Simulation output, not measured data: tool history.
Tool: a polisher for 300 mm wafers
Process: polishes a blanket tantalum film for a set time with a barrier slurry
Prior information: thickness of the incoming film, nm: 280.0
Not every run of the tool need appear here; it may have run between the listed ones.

run,hour,flow of slurry (ml/min),pressure of the wafer on the pad (kPa),speed of the pad under the wafer (m/s),abrasive content of the slurry,polishing time (s),film removed (Å)
1,0,310,15.2,1.22,1,60,1477.4
2,7.9,310,14.5,1.22,1,60,1379.2
3,8.5,310,14.5,1.22,1.2,60,1463.5
4,17.5,310,14.5,1.22,1.3,60,1488.9
5,25.9,310,14.5,1.22,1.3,63,1550.4
6,32.2,355,14.5,1.22,1.3,63,1525.5
7,35.9,355,13.8,1.22,1.3,63,1491.1

What will run 8 give?
8,42.2,355,13.1,1.22,1.3,63,?

{"run 8": {"film removed (Å)": 1423}}

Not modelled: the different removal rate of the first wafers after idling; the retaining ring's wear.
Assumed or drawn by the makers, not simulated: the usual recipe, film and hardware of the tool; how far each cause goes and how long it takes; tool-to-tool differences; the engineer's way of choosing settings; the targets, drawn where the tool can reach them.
